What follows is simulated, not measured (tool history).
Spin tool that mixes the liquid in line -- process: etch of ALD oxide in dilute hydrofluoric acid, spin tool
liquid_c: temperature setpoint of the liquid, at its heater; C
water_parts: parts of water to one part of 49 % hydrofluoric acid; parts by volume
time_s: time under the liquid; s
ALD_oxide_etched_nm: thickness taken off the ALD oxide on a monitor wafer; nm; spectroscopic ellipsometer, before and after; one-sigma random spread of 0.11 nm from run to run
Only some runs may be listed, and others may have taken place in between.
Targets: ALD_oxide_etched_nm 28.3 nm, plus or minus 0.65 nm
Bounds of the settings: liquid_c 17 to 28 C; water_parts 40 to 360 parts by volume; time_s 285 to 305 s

{"run": 1, "hour": 0.0, "liquid_c": 20, "water_parts": 200, "time_s": 285, "ALD_oxide_etched_nm": 17.159}
{"run": 2, "hour": 2.0, "liquid_c": 22, "water_parts": 190, "time_s": 285, "ALD_oxide_etched_nm": 19.666}
{"run": 3, "hour": 7.8, "liquid_c": 23.5, "water_parts": 185, "time_s": 285, "ALD_oxide_etched_nm": 21.47}
{"run": 4, "hour": 13.2, "liquid_c": 23.5, "water_parts": 150, "time_s": 285, "ALD_oxide_etched_nm": 27.544}
{"run": 5, "hour": 20.3, "liquid_c": 21.5, "water_parts": 150, "time_s": 285, "ALD_oxide_etched_nm": 25.463}
{"run": 6, "hour": 25.0, "liquid_c": 21.5, "water_parts": 120, "time_s": 285, "ALD_oxide_etched_nm": 32.792}
{"run": 7, "hour": 32.6, "liquid_c": 20.5, "water_parts": 120, "time_s": 285, "ALD_oxide_etched_nm": 31.562}
{"run": 8, "hour": 37.1, "liquid_c": 19.5, "water_parts": 120, "time_s": 285, "ALD_oxide_etched_nm": 30.432}
{"run": 9, "hour": 42.1, "liquid_c": 19, "water_parts": 120, "time_s": 285, "ALD_oxide_etched_nm": 29.839}
{"run": 10, "hour": 49.3, "liquid_c": 19, "water_parts": 120, "time_s": 285, "ALD_oxide_etched_nm": 29.671}
{"run": 11, "hour": 51.8, "liquid_c": 18.5, "water_parts": 120, "time_s": 285, "ALD_oxide_etched_nm": 29.147}

Which of these 4 next moves meets every target?
{"run": "A", "hour": 54.3, "liquid_c": 19, "water_parts": 120, "time_s": 285, "ALD_oxide_etched_nm": "?"}
{"run": "B", "hour": 54.3, "liquid_c": 18.5, "water_parts": 130, "time_s": 305, "ALD_oxide_etched_nm": "?"}
{"run": "C", "hour": 54.3, "liquid_c": 17, "water_parts": 115, "time_s": 295, "ALD_oxide_etched_nm": "?"}
{"run": "D", "hour": 54.3, "liquid_c": 17, "water_parts": 110, "time_s": 285, "ALD_oxide_etched_nm": "?"}

move=A ALD_oxide_etched_nm=29.889
move=B ALD_oxide_etched_nm=28.628
move=C ALD_oxide_etched_nm=29.874
move=D ALD_oxide_etched_nm=30.327
A: misses by more than the last run did
B: meets every target
C: misses by more than the last run did
D: misses by more than the last run did
Go with B: it meets all targets.
